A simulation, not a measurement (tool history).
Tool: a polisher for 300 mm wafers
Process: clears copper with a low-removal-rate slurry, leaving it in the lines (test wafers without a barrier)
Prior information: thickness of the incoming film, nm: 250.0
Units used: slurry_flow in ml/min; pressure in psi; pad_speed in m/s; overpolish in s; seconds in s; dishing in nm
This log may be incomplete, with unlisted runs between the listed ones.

{"run": 1, "hour": 0.0, "slurry_flow": 175, "pressure": 2.0, "pad_speed": 0.86, "slurry_solids": 1.0, "overpolish": 26, "seconds": 129.57, "dishing": 34.366}
{"run": 2, "hour": 6.9, "slurry_flow": 175, "pressure": 2.4, "pad_speed": 0.86, "slurry_solids": 1.0, "overpolish": 26, "seconds": 112.32, "dishing": 39.996}
{"run": 3, "hour": 9.8, "slurry_flow": 175, "pressure": 2.4, "pad_speed": 0.86, "slurry_solids": 1.0, "overpolish": 19, "seconds": 112.05, "dishing": 29.962}
{"run": 4, "hour": 15.3, "slurry_flow": 175, "pressure": 2.4, "pad_speed": 0.86, "slurry_solids": 1.0, "overpolish": 12, "seconds": 113.27, "dishing": 20.307}
{"run": 5, "hour": 19.4, "slurry_flow": 175, "pressure": 2.4, "pad_speed": 0.94, "slurry_solids": 1.0, "overpolish": 12, "seconds": 100.9, "dishing": 22.241}
{"run": 6, "hour": 26.3, "slurry_flow": 175, "pressure": 2.3, "pad_speed": 0.94, "slurry_solids": 1.0, "overpolish": 13, "seconds": 109.35, "dishing": 23.397}

What does the tool deliver on the next run?
{"run": 7, "hour": 29.5, "slurry_flow": 175, "pressure": 2.2, "pad_speed": 0.94, "slurry_solids": 1.0, "overpolish": 13, "seconds": "?", "dishing": "?"}

Logged for run 7: seconds 113.25 s, dishing 21.719 nm.
